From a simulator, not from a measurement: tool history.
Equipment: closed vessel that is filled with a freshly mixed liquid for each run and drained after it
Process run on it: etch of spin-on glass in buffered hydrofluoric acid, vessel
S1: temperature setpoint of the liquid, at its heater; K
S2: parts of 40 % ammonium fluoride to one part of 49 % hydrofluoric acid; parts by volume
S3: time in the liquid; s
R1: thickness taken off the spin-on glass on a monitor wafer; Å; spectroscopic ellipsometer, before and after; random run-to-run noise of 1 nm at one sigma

Run 1, day 0: S1 296.15 K, S2 11 parts by volume, S3 90 s. Result: R1 2507.5 Å.
Run 2, day 0.267: S1 296.15 K, S2 11 parts by volume, S3 100 s. Result: R1 2728.1 Å.
Run 3, day 0.583: S1 295.15 K, S2 12 parts by volume, S3 100 s. Result: R1 2368.6 Å.
Run 4, day 0.842: S1 294.15 K, S2 12.5 parts by volume, S3 100 s. Result: R1 2171.8 Å.
Run 5, day 1.229: S1 293.15 K, S2 13.5 parts by volume, S3 100 s. Result: R1 1907.9 Å.
Run 6, day 1.462: S1 296.65 K, S2 13.5 parts by volume, S3 100 s. Result: R1 2320.6 Å.
Run 7, day 1.504: S1 295.65 K, S2 14 parts by volume, S3 100 s. Result: R1 2144.9 Å.
Run 8, day 1.888: S1 294.65 K, S2 14.5 parts by volume, S3 100 s. Result: R1 1908.1 Å.

The next listed run, before its measurement:
Run 9, day 1.942: S1 293.65 K, S2 15 parts by volume, S3 100 s. Result: R1 ?.

R1: 1780.5 Å
